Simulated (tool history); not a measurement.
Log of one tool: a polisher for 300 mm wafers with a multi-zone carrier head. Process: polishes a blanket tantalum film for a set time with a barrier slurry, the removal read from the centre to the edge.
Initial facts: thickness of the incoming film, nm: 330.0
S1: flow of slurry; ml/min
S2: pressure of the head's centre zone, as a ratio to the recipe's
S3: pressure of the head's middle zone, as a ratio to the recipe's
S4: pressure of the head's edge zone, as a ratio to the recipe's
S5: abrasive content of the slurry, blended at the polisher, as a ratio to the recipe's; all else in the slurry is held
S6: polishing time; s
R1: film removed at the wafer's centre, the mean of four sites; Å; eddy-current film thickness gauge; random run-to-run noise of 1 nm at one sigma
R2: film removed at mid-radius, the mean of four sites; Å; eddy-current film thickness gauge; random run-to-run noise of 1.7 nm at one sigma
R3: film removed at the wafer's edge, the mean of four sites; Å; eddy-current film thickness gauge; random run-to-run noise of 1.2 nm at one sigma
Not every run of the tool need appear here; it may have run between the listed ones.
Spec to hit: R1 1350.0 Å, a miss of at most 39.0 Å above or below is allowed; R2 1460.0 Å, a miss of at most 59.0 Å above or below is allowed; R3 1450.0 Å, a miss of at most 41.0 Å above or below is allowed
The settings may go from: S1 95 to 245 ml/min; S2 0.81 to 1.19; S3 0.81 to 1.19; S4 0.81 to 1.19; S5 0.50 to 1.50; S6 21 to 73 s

run 1 hour=0.0 | S1=155 S2=1.00 S3=1.00 S4=1.00 S5=1.00 S6=47 | R1=1164.6 R2=1182.7 R3=1211.1
run 2 hour=3.7 | S1=175 S2=1.01 S3=1.03 S4=1.05 S5=1.05 S6=47 | R1=1206.7 R2=1248.8 R3=1266.6
run 3 hour=7.0 | S1=185 S2=1.02 S3=1.05 S4=1.08 S5=1.10 S6=47 | R1=1276.5 R2=1326.1 R3=1324.4
run 4 hour=11.5 | S1=195 S2=1.02 S3=1.06 S4=1.11 S5=1.10 S6=47 | R1=1296.3 R2=1331.2 R3=1356.0
run 5 hour=14.3 | S1=195 S2=1.02 S3=0.99 S4=1.11 S5=1.10 S6=47 | R1=1285.2 R2=1259.3 R3=1361.9
run 6 hour=19.5 | S1=205 S2=1.01 S3=1.02 S4=1.12 S5=1.10 S6=47 | R1=1277.6 R2=1342.1 R3=1370.7
-- hour=22.5 edge zone pressure recalibrated
run 7 hour=22.5 | S1=215 S2=1.01 S3=1.03 S4=1.13 S5=1.10 S6=47 | R1=1273.8 R2=1344.4 R3=1329.4
run 8 hour=23.8 | S1=210 S2=1.01 S3=1.05 S4=1.15 S5=1.15 S6=47 | R1=1322.5 R2=1385.5 R3=1345.0
run 9 hour=32.3 | S1=215 S2=0.99 S3=1.03 S4=1.15 S5=1.15 S6=48 | R1=1319.1 R2=1356.5 R3=1377.0
run 10 hour=38.4 | S1=210 S2=0.98 S3=1.05 S4=1.16 S5=1.10 S6=49 | R1=1301.7 R2=1434.1 R3=1403.8
run 11 hour=40.7 | S1=210 S2=0.98 S3=1.05 S4=1.17 S5=1.10 S6=49 | R1=1305.4 R2=1402.9 R3=1406.2

Pick the move, out of 5, that brings all results within their allowed miss; only one does.
run A hour=43.0 | S1=180 S2=0.91 S3=0.96 S4=1.16 S5=0.90 S6=56 | R1=? R2=? R3=?
run B hour=43.0 | S1=235 S2=0.96 S3=1.14 S4=1.10 S5=1.05 S6=49 | R1=? R2=? R3=?
run C hour=43.0 | S1=200 S2=0.97 S3=1.03 S4=1.15 S5=1.10 S6=52 | R1=? R2=? R3=?
run D hour=43.0 | S1=190 S2=1.00 S3=0.99 S4=1.19 S5=1.05 S6=51 | R1=? R2=? R3=?
run E hour=43.0 | S1=235 S2=1.02 S3=1.10 S4=1.19 S5=0.75 S6=56 | R1=? R2=? R3=?

move=A R1=1248.5 R2=1331.0 R3=1431.1
move=B R1=1281.4 R2=1495.7 R3=1341.7
move=C R1=1360.9 R2=1447.4 R3=1453.7
move=D R1=1337.4 R2=1338.7 R3=1415.2
move=E R1=1314.5 R2=1406.6 R3=1347.4
A: lands further from the targets than the last run did
B: lands further from the targets than the last run did
C: every result within its allowed miss
D: gets the furthest-off result to its target, but another result is out of tolerance
E: gets the furthest-off result to its target, but another result is out of tolerance
C is the move that brings every result within its allowed miss.
